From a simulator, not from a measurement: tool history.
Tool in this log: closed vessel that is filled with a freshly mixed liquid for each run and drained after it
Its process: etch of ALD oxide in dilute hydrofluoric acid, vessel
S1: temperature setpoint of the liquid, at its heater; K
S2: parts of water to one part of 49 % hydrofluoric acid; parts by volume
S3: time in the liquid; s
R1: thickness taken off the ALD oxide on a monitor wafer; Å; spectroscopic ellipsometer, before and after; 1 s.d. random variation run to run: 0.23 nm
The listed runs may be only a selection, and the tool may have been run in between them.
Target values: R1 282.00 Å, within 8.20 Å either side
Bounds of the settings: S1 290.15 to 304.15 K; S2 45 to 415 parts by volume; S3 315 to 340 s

run,hour,S1,S2,S3,R1
1,0.0,296.15,230,315,236.30
2,2.8,296.15,230,315,238.02
3,7.0,296.15,305,315,165.64
4,14.2,298.15,290,315,187.29
5,17.8,298.15,220,315,271.07
# hour 22.3: thermometer replaced
6,22.3,298.15,290,315,182.22
7,23.1,302.15,240,315,265.81
8,31.3,302.65,240,315,270.72

Of the 5 settings listed for the next run, only one would bring every result within its allowed miss of target. Which one?
A,39.5,304.15,265,325,?
B,39.5,303.15,250,315,?
C,39.5,301.65,225,315,?
D,39.5,302.15,255,320,?
E,39.5,302.65,255,325,?

move,R1
A,254.96
B,257.90
C,280.33
D,246.99
E,255.09
A: misses by more than the last run did
B: misses by more than the last run did
C: in spec on every target
D: misses by more than the last run did
E: misses by more than the last run did
The right move is C.
